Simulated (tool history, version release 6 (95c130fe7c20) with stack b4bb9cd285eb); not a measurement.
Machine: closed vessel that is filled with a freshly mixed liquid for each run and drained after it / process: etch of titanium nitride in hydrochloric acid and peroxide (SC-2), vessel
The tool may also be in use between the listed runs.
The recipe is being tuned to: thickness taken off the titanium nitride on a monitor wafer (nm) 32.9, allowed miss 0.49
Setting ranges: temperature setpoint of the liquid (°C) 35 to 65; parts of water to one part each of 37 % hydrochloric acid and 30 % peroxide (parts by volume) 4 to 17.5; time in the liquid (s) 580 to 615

run,day,temperature setpoint of the liquid (°C),parts of water to one part each of 37 % hydrochloric acid and 30 % peroxide (parts by volume),time in the liquid (s),thickness taken off the titanium nitride on a monitor wafer (nm)
1,0,49,9.5,580,26.314
2,0.183,49,13,580,20.159
3,0.508,49,16,580,16.764
4,0.667,52,16,580,20.428
5,1.033,47.5,16,580,15.225
6,1.375,52.5,16,580,21.175
7,1.425,52.5,16,580,21.24
8,1.629,54.5,16,580,24.205
9,1.788,56,16,580,26.481
10,1.85,57,16,580,28.541
11,1.933,57,16,580,28.453
12,2.088,57.5,16,580,29.506
13,2.229,57.5,16,580,29.247
14,2.371,58,16,580,30.114
15,2.467,58.5,16,580,31.118
16,2.833,59,16,580,32.285

Consider the 4 candidate settings below. Which is the only one whose results all fall within their allowed miss of target?
A,3.2,59,15.5,580,?
B,3.2,56.5,14.5,615,?
C,3.2,61,17,580,?
D,3.2,59,16.5,585,?

move,thickness taken off the titanium nitride on a monitor wafer (nm)
A,33.175
B,31.825
C,34.64
D,31.652
A: meets every target
B: lands further from the targets than the last run did
C: the result that was furthest off in the last run now lies on the other side of its target
D: lands further from the targets than the last run did
Answer: A
